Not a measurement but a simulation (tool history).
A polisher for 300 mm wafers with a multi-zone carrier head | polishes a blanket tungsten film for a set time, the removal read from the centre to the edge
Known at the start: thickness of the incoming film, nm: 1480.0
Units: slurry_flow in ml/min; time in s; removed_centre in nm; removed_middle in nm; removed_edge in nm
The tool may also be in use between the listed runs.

| run | hour | slurry_flow | centre_zone | middle_zone | edge_zone | slurry_solids | time | removed_centre | removed_middle | removed_edge |
|---|---|---|---|---|---|---|---|---|---|---|
| 1 | 0.0 | 245 | 1.00 | 1.00 | 1.00 | 1.00 | 86 | 496.34 | 516.13 | 478.26 |
| 2 | 4.6 | 245 | 0.99 | 1.03 | 1.05 | 1.15 | 94 | 573.23 | 593.37 | 565.12 |
| 3 | 9.8 | 220 | 0.99 | 1.03 | 1.05 | 1.15 | 94 | 558.03 | 598.91 | 552.80 |
| 4 | 14.4 | 220 | 0.99 | 1.03 | 1.05 | 1.15 | 77 | 454.84 | 484.10 | 454.94 |
| 5 | 19.3 | 220 | 0.97 | 1.06 | 1.08 | 1.25 | 88 | 520.88 | 578.49 | 543.61 |
| 6 | 21.4 | 220 | 0.97 | 1.03 | 1.08 | 1.25 | 88 | 529.52 | 565.25 | 547.87 |
| 7 | 27.6 | 225 | 0.97 | 1.07 | 1.11 | 1.35 | 94 | 563.63 | 633.32 | 602.08 |
| 8 | 31.2 | 230 | 0.98 | 1.09 | 1.13 | 1.40 | 99 | 626.32 | 676.91 | 647.59 |

Run 9 comes next. What will it give?
| 9 | 36.3 | 235 | 0.97 | 1.12 | 1.14 | 1.45 | 102 | ? | ? | ? |

Run 9 gave removed_centre 646.09 nm, removed_middle 733.32 nm, removed_edge 680.18 nm.
